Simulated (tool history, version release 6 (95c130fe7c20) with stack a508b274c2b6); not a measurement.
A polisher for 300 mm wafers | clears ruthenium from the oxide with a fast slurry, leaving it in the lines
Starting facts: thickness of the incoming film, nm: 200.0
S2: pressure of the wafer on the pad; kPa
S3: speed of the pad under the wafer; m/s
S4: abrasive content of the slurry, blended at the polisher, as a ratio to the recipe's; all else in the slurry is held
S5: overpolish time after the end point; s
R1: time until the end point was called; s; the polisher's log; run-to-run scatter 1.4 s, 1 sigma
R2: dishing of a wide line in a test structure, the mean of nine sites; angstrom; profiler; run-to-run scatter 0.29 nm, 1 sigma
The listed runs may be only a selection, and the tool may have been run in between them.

run 1 hour=0.0 | flow_of_slurry_(ml/min)=245 S2=18.6 S3=0.84 S4=1.00 S5=18 | R1=68.828 R2=401.19
run 2 hour=7.9 | flow_of_slurry_(ml/min)=245 S2=17.9 S3=0.84 S4=1.00 S5=17 | R1=72.245 R2=365.19
run 3 hour=14.7 | flow_of_slurry_(ml/min)=245 S2=17.2 S3=0.86 S4=1.00 S5=16 | R1=72.734 R2=342.25
run 4 hour=21.8 | flow_of_slurry_(ml/min)=245 S2=17.2 S3=1.00 S4=1.00 S5=16 | R1=63.536 R2=366.28
run 5 hour=23.2 | flow_of_slurry_(ml/min)=245 S2=13.1 S3=1.00 S4=1.00 S5=16 | R1=85.348 R2=299.16
run 6 hour=28.3 | flow_of_slurry_(ml/min)=240 S2=13.1 S3=1.04 S4=0.95 S5=15 | R1=80.083 R2=283.75
run 7 hour=29.4 | flow_of_slurry_(ml/min)=235 S2=13.1 S3=1.06 S4=0.90 S5=14 | R1=83.372 R2=265.14
run 8 hour=34.1 | flow_of_slurry_(ml/min)=230 S2=13.1 S3=1.08 S4=0.85 S5=13 | R1=84.454 R2=239.60

Run 9 has not been measured yet. What should we expect?
run 9 hour=41.1 | flow_of_slurry_(ml/min)=230 S2=13.1 S3=1.10 S4=0.80 S5=12 | R1=? R2=?

{"run 9": {"R1": 84.365, "R2": 225.21}}
